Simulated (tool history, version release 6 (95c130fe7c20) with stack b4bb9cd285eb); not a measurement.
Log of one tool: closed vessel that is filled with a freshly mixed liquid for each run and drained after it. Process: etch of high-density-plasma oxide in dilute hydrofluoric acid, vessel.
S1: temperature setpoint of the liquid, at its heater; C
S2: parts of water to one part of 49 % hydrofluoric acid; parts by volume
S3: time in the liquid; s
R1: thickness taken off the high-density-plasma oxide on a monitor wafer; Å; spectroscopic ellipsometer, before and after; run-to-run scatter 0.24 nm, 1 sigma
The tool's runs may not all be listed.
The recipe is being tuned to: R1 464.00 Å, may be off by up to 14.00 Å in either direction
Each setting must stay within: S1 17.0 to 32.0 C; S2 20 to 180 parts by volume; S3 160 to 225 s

run  hour    S1   S2   S3      R1
  1   0.0  24.0  100  225  178.65
  2   2.4  25.5   90  225  213.15
  3   6.2  28.5   90  225  244.84
  4  15.0  28.5  110  225  193.45
     18.9  -- hydrofluoric acid flow meter replaced
  5  18.9  28.5   75  225  321.29
  6  26.1  29.0   75  225  326.09
  7  27.9  29.5   70  225  360.00
  8  36.5  30.0   70  225  365.80
  9  41.8  30.5   70  225  375.74
 10  45.2  31.0   70  225  380.53
 11  54.1  31.5   65  225  420.18

Exactly one of the 5 candidate moves below puts every result within its allowed miss. Which one?
  A  63.0  31.0  45  170   ?
  B  63.0  32.0  65  225   ?
  C  63.0  31.0  55  195   ?
  D  63.0  30.5  55  165   ?
  E  63.0  32.0  55  220   ?

move      R1
   A  466.49
   B  430.43
   C  430.96
   D  357.65
   E  505.34
A: all results in spec
B: closes in on the targets versus the last run, not all within tolerance yet
C: closes in on the targets versus the last run, not all within tolerance yet
D: its largest miss is bigger than the last run's
E: takes the result that was furthest off past its target
The move that meets every target is A.
